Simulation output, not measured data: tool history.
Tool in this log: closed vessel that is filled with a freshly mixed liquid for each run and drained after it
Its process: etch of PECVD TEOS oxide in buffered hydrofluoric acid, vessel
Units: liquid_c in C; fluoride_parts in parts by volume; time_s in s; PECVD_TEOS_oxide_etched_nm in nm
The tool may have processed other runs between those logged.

| run | hour | liquid_c | fluoride_parts | time_s | PECVD_TEOS_oxide_etched_nm |
|---|---|---|---|---|---|
| 1 | 0 | 22 | 12.5 | 105 | 106.82 |
| 2 | 6.9 | 21.5 | 12.5 | 105 | 104.29 |
| 3 | 7.7 | 21.5 | 10.5 | 105 | 122.49 |
| 4 | 12.7 | 25 | 10.5 | 105 | 148.81 |
| 5 | 14.9 | 25 | 10.5 | 115 | 165.46 |
| 6 | 15.5 | 23.5 | 11 | 115 | 146.01 |

Run 7 is up next; what results do you expect?
| 7 | 20.6 | 22 | 11 | 115 | ? |

PECVD_TEOS_oxide_etched_nm: 133.45 nm
